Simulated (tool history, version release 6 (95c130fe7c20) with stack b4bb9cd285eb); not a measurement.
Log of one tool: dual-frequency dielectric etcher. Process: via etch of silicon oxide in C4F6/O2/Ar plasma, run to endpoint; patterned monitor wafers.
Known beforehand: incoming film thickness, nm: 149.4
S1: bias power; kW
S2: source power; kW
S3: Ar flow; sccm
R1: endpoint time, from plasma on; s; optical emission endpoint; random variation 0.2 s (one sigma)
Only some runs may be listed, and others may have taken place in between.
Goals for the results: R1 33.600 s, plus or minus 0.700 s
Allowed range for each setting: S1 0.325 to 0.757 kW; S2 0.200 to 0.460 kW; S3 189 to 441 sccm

run  hour     S1     S2   S3      R1
  1   0.0  0.541  0.330  315  35.974
  2   0.8  0.562  0.330  314  35.206
  3   5.7  0.562  0.330  347  35.719
  4   7.3  0.562  0.280  347  37.159
  5  10.2  0.562  0.250  347  38.457
  6  10.9  0.603  0.260  346  36.834
  7  19.4  0.630  0.260  345  36.085
  8  23.8  0.651  0.260  344  35.711
  9  30.0  0.651  0.260  344  35.719
     35.5  -- bias power generator calibrated
 10  35.5  0.670  0.260  343  36.392
 11  41.7  0.690  0.280  339  34.679

Pick the move, out of 5, that brings all results within their allowed miss; only one does.
  A  47.9  0.752  0.280  312   ?
  B  47.9  0.597  0.290  318   ?
  C  47.9  0.656  0.270  358   ?
  D  47.9  0.643  0.290  368   ?
  E  47.9  0.650  0.290  312   ?

move      R1
   A  33.528
   B  36.563
   C  36.292
   D  35.992
   E  35.257
A: all results in spec
B: the biggest miss grows against the last run
C: the biggest miss grows against the last run
D: the biggest miss grows against the last run
E: the biggest miss grows against the last run
Answer: A
